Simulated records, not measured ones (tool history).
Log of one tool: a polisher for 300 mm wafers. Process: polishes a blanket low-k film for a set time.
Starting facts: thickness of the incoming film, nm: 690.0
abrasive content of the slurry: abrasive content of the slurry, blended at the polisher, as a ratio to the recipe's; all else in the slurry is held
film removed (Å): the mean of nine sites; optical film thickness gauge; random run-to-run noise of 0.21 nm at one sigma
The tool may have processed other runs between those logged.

| run | hour | flow of slurry (ml/min) | pressure of the wafer on the pad (kPa) | speed of the pad under the wafer (cm/s) | abrasive content of the slurry | polishing time (s) | film removed (Å) |
|---|---|---|---|---|---|---|---|
| 1 | 0 | 240 | 9 | 96 | 1 | 82 | 199.11 |
| 2 | 7.6 | 245 | 9.7 | 96 | 1 | 82 | 212.65 |
| 3 | 16.5 | 245 | 10.3 | 96 | 1 | 82 | 224.67 |
| 4 | 19.8 | 245 | 11 | 96 | 1 | 82 | 237.09 |
| 5 | 26.6 | 245 | 9 | 96 | 1 | 82 | 201.1 |
| 6 | 30.7 | 250 | 9.7 | 96 | 1 | 82 | 211.61 |
| 7 | 38.3 | 250 | 10.3 | 96 | 1 | 82 | 225.96 |
| 8 | 39.8 | 255 | 11 | 96 | 1 | 82 | 243.7 |
| 9 | 44 | 265 | 11 | 96 | 1 | 82 | 237.48 |

What will run 10 give?
| 10 | 50 | 265 | 12.4 | 96 | 1 | 82 | ? |

film removed (Å): 269
